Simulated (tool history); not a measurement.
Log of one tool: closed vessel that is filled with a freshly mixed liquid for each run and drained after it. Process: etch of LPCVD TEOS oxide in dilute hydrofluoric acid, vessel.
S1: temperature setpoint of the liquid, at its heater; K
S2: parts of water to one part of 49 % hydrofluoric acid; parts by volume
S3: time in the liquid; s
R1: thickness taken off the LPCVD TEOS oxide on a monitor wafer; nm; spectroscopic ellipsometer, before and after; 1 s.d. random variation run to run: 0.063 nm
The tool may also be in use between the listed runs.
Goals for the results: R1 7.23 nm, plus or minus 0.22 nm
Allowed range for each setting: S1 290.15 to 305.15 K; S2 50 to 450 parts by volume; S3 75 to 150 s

| run | hour | S1 | S2 | S3 | R1 |
|---|---|---|---|---|---|
| 1 | 0 | 297.15 | 250 | 150 | 9.4881 |
| 2 | 4.4 | 297.15 | 250 | 75 | 4.6042 |
| 3 | 9.4 | 298.15 | 245 | 75 | 5.0745 |
| 4 | 17.5 | 298.15 | 325 | 75 | 3.4225 |
| 5 | 19 | 295.65 | 325 | 75 | 3.1894 |
| 6 | 26.7 | 296.65 | 310 | 75 | 3.4726 |
| 7 | 28 | 297.65 | 300 | 75 | 3.8284 |
| 8 | 36.5 | 297.65 | 290 | 75 | 3.9915 |
| 9 | 41.9 | 297.65 | 280 | 75 | 4.1732 |
| 10 | 43.2 | 297.65 | 270 | 75 | 4.3386 |
| 11 | 47.2 | 297.65 | 260 | 75 | 4.5661 |
| 12 | 54.5 | 297.65 | 250 | 75 | 4.8593 |
| 13 | 56.5 | 297.65 | 240 | 75 | 5.0345 |
| 14 | 64.3 | 297.65 | 240 | 75 | 5.068 |

Which one of the following 4 next-run settings gets every result inside its allowed miss? There is exactly one.
| A | 72.1 | 295.15 | 280 | 130 | ? |
| B | 72.1 | 297.15 | 310 | 140 | ? |
| C | 72.1 | 294.15 | 280 | 150 | ? |
| D | 72.1 | 298.65 | 265 | 130 | ? |

| move | R1 |
|---|---|
| A | 6.5196 |
| B | 6.6127 |
| C | 7.2549 |
| D | 7.9148 |
A: nearer than the last run, and not there yet
B: nearer than the last run, and not there yet
C: every result within its allowed miss
D: carries the result that was furthest off beyond its target, to the other side
Answer: C
